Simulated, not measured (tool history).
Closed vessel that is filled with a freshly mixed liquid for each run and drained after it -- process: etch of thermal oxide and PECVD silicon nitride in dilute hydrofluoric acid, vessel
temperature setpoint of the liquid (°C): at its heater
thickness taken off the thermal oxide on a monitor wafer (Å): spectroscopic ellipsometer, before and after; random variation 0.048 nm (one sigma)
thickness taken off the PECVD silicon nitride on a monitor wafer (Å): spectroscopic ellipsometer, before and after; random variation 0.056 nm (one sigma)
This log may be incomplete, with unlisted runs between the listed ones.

run,hour,temperature setpoint of the liquid (°C),parts of water to one part of 49 % hydrofluoric acid (parts by volume),time in the liquid (s),thickness taken off the thermal oxide on a monitor wafer (Å),thickness taken off the PECVD silicon nitride on a monitor wafer (Å)
1,0.0,24.0,290,1800,228.34,282.31
2,6.8,24.0,290,2155,270.95,336.67
3,14.7,23.0,305,2160,246.57,303.04
4,15.5,26.0,305,2160,273.37,363.01
5,23.3,25.0,320,2160,248.11,325.06
6,28.3,24.0,335,2165,224.77,294.32
7,30.9,23.0,345,2160,210.74,271.05
8,34.7,23.0,345,2160,209.24,270.14
9,41.6,22.0,355,2155,194.69,245.67
10,47.5,21.5,365,2155,183.88,231.95
11,51.4,21.0,375,2155,175.86,219.19
12,52.4,20.5,385,2155,166.09,204.73
13,59.4,20.0,390,2155,161.50,196.84
14,65.8,19.5,395,2155,154.30,190.80

Run 15, settings as shown, results not yet in. Your forecast:
15,66.8,19.0,400,2155,?,?

thickness taken off the thermal oxide on a monitor wafer (Å): 150.94
thickness taken off the PECVD silicon nitride on a monitor wafer (Å): 181.64
